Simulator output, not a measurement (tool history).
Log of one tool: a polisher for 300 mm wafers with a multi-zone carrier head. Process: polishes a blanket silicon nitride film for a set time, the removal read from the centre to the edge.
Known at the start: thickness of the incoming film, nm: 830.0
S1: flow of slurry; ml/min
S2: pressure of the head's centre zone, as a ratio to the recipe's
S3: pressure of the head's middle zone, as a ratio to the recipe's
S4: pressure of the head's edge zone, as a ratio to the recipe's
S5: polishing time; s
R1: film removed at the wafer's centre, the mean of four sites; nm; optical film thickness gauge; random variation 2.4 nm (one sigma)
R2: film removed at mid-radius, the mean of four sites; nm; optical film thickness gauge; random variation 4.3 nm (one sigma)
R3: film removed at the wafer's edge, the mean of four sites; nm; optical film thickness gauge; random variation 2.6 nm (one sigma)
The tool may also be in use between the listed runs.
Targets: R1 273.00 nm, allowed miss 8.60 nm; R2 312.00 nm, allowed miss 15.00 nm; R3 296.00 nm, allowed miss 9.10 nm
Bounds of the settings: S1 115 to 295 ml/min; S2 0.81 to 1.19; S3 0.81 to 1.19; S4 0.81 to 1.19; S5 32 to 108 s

run,hour,S1,S2,S3,S4,S5,R1,R2,R3
1,0.0,190,1.00,1.00,1.00,70,199.75,198.85,206.29
2,5.7,190,0.95,1.00,1.00,70,189.43,195.98,208.26
3,14.3,190,0.95,1.00,1.00,62,171.69,177.44,182.27
4,23.2,190,0.95,1.00,1.00,79,217.05,227.91,238.17
5,28.1,170,0.95,1.00,1.00,79,211.39,220.17,232.41
6,31.4,170,1.00,1.00,1.00,79,220.13,222.32,234.01
7,32.1,195,1.01,1.05,1.04,81,235.97,242.54,248.81
8,34.2,215,1.00,1.09,1.06,83,242.10,261.36,257.86
# hour 40.7: edge zone pressure recalibrated
9,40.7,225,1.00,1.11,1.08,85,249.24,269.01,255.76
10,45.0,210,0.99,1.12,1.08,89,255.17,286.20,271.76

5 next moves are on the table. One of them brings every result within its allowed miss. Which?
A,49.3,165,0.96,1.14,1.07,102,?,?,?
B,49.3,200,1.00,1.19,0.92,87,?,?,?
C,49.3,150,0.91,1.05,0.99,99,?,?,?
D,49.3,200,0.82,1.17,1.19,92,?,?,?
E,49.3,235,1.04,1.09,1.06,88,?,?,?

move,R1,R2,R3
A,277.95,316.26,300.76
B,254.69,289.16,244.41
C,252.48,281.42,277.32
D,229.69,301.62,293.57
E,272.83,278.32,269.59
A: meets every target
B: further off than the last run
C: nearer than the last run, and not there yet
D: brings the result that was furthest off to its target, and leaves another outside
E: further off than the last run
Move A is the one to make.

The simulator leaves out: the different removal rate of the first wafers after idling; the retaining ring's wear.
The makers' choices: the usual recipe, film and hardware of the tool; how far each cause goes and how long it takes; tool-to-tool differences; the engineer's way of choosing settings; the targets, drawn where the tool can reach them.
